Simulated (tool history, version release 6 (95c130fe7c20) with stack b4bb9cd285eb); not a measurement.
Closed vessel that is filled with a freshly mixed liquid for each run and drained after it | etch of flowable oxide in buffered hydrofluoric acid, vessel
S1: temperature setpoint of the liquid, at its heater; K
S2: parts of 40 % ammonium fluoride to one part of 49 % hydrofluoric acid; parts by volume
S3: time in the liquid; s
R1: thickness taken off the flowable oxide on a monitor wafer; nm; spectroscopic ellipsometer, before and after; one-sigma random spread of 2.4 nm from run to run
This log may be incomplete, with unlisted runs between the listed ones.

run,day,S1,S2,S3,R1
1,0.000,296.15,11,95,267.22
2,0.138,296.15,11,100,282.64
3,0.496,297.15,11,100,297.62
4,0.783,298.15,11,100,314.63
5,0.879,296.15,11,100,278.48
6,1.175,297.15,11,100,295.48

Expected results for the next run?
7,1.283,298.15,11,100,?

R1: 309.66 nm

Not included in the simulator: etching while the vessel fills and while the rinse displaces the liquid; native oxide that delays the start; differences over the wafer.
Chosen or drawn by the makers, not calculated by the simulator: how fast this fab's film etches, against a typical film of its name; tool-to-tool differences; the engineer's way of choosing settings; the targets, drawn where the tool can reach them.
